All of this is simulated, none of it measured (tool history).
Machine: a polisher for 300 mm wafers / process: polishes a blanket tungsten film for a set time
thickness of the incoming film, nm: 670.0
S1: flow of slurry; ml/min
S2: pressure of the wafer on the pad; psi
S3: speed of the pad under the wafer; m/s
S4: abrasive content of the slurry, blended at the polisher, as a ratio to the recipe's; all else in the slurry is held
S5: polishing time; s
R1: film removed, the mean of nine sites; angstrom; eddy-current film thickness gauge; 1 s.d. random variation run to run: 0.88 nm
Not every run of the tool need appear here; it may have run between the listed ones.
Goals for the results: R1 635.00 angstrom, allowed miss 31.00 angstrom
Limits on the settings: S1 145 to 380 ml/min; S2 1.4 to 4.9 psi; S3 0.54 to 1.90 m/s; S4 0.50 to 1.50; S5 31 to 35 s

run	hour	S1	S2	S3	S4	S5	R1
1	0.0	245	3.1	1.22	1.00	35	1595.40
2	7.4	295	3.1	1.22	1.00	35	1622.60
3	14.3	295	3.1	1.22	0.85	35	1557.80
4	21.5	295	2.7	1.12	0.85	35	1263.50
5	25.2	295	2.4	1.04	0.85	35	1056.80
6	31.5	295	2.2	1.00	0.85	35	950.43
7	33.0	295	2.0	0.96	0.85	35	835.71
8	34.9	295	1.4	0.90	0.85	35	583.55

Exactly one of the 5 candidate moves below puts every result within its allowed miss. Which one?
A	36.8	320	1.7	0.76	0.80	35	?
B	36.8	315	1.4	0.94	0.60	35	?
C	36.8	305	1.5	0.88	0.65	35	?
D	36.8	250	2.2	0.76	0.95	31	?
E	36.8	295	2.0	0.82	0.85	34	?

move	R1
A	581.14
B	568.54
C	572.40
D	647.74
E	701.45
A: just as far off the targets as the last run
B: its largest miss is bigger than the last run's
C: its largest miss is bigger than the last run's
D: hits every target within its allowed miss
E: takes the biggest miss from the last run beyond its target
The right move is D.
